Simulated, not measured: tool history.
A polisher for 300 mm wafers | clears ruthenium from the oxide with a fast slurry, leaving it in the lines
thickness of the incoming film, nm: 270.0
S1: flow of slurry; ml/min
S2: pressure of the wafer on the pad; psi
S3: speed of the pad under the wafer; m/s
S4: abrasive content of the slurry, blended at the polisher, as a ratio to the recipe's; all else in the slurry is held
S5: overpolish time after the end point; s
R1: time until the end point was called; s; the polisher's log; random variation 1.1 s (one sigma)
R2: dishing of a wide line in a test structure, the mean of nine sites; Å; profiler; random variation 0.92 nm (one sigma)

{"run": 1, "hour": 0.0, "S1": 280, "S2": 2.7, "S3": 0.82, "S4": 1, "S5": 9, "R1": 126, "R2": 164.58}
{"run": 2, "hour": 1.4, "S1": 280, "S2": 2.9, "S3": 0.82, "S4": 1, "S5": 10, "R1": 119.87, "R2": 181.29}
{"run": 3, "hour": 2.4, "S1": 280, "S2": 2.9, "S3": 0.82, "S4": 1.15, "S5": 10, "R1": 103.05, "R2": 207.82}
{"run": 4, "hour": 9.0, "S1": 280, "S2": 2.9, "S3": 0.82, "S4": 1.15, "S5": 12, "R1": 104.54, "R2": 257.38}
{"run": 5, "hour": 12.4, "S1": 280, "S2": 2.9, "S3": 0.82, "S4": 0.95, "S5": 12, "R1": 125.77, "R2": 220.23}
{"run": 6, "hour": 17.7, "S1": 280, "S2": 2.9, "S3": 0.68, "S4": 0.95, "S5": 12, "R1": 144.98, "R2": 180.08}
{"run": 7, "hour": 21.2, "S1": 280, "S2": 3.1, "S3": 0.72, "S4": 0.95, "S5": 12, "R1": 129.3, "R2": 210.84}

The next listed run, before its measurement:
{"run": 8, "hour": 29.9, "S1": 280, "S2": 3.2, "S3": 0.74, "S4": 0.95, "S5": 12, "R1": "?", "R2": "?"}

R1: 125.38 s
R2: 212.73 Å

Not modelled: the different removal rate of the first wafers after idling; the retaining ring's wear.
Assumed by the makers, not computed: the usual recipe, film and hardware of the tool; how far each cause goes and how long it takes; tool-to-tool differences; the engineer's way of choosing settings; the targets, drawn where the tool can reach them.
